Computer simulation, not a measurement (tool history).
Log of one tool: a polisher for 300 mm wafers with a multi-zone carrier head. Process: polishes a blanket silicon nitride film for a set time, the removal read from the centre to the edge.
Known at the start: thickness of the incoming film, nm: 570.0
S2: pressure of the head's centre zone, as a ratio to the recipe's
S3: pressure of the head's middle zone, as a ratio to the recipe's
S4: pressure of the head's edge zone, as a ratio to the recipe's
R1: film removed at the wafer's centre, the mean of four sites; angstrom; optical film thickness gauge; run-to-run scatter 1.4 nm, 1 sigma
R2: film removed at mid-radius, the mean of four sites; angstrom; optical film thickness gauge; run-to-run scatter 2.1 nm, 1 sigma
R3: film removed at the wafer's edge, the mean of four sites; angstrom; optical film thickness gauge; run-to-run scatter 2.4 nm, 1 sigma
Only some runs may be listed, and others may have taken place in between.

Run 1, hour 0.0: flow of slurry (ml/min) 305, S2 1.00, S3 1.00, S4 1.00, polishing time (s) 80. Result: R1 1695.4 angstrom, R2 1678.8 angstrom, R3 1737.6 angstrom.
Run 2, hour 3.8: flow of slurry (ml/min) 310, S2 1.01, S3 1.02, S4 1.00, polishing time (s) 81. Result: R1 1748.7 angstrom, R2 1763.9 angstrom, R3 1762.8 angstrom.
Run 3, hour 4.6: flow of slurry (ml/min) 310, S2 1.01, S3 1.02, S4 1.00, polishing time (s) 89. Result: R1 1900.0 angstrom, R2 1911.0 angstrom, R3 1912.2 angstrom.
Run 4, hour 13.1: flow of slurry (ml/min) 360, S2 1.01, S3 1.02, S4 1.00, polishing time (s) 89. Result: R1 1942.9 angstrom, R2 1966.8 angstrom, R3 2000.1 angstrom.
Run 5, hour 17.3: flow of slurry (ml/min) 365, S2 1.02, S3 1.03, S4 0.99, polishing time (s) 89. Result: R1 1976.1 angstrom, R2 1952.4 angstrom, R3 1966.1 angstrom.
Run 6, hour 22.5: flow of slurry (ml/min) 365, S2 1.02, S3 1.03, S4 0.99, polishing time (s) 78. Result: R1 1722.7 angstrom, R2 1701.7 angstrom, R3 1677.0 angstrom.
Run 7, hour 26.4: flow of slurry (ml/min) 365, S2 1.03, S3 1.05, S4 0.99, polishing time (s) 79. Result: R1 1769.2 angstrom, R2 1778.5 angstrom, R3 1771.8 angstrom.
Run 8, hour 29.4: flow of slurry (ml/min) 425, S2 1.13, S3 1.15, S4 0.89, polishing time (s) 84. Result: R1 2131.5 angstrom, R2 2061.5 angstrom, R3 1786.1 angstrom.
Run 9, hour 37.6: flow of slurry (ml/min) 425, S2 1.12, S3 1.15, S4 0.90, polishing time (s) 84. Result: R1 2059.6 angstrom, R2 2048.4 angstrom, R3 1773.1 angstrom.
Run 10, hour 42.7: flow of slurry (ml/min) 425, S2 1.12, S3 1.15, S4 0.90, polishing time (s) 84. Result: R1 2078.9 angstrom, R2 2088.2 angstrom, R3 1751.3 angstrom.
Run 11, hour 48.0: flow of slurry (ml/min) 425, S2 1.12, S3 1.15, S4 0.91, polishing time (s) 84. Result: R1 2099.6 angstrom, R2 2070.7 angstrom, R3 1750.1 angstrom.
Run 12, hour 52.9: flow of slurry (ml/min) 425, S2 1.11, S3 1.15, S4 0.91, polishing time (s) 85. Result: R1 2076.9 angstrom, R2 2087.3 angstrom, R3 1837.3 angstrom.

The next listed run, before its measurement:
Run 13, hour 61.6: flow of slurry (ml/min) 425, S2 1.11, S3 1.17, S4 0.90, polishing time (s) 87. Result: R1 ?, R2 ?, R3 ?.

R1: 2164.4 angstrom
R2: 2197.6 angstrom
R3: 1826.1 angstrom
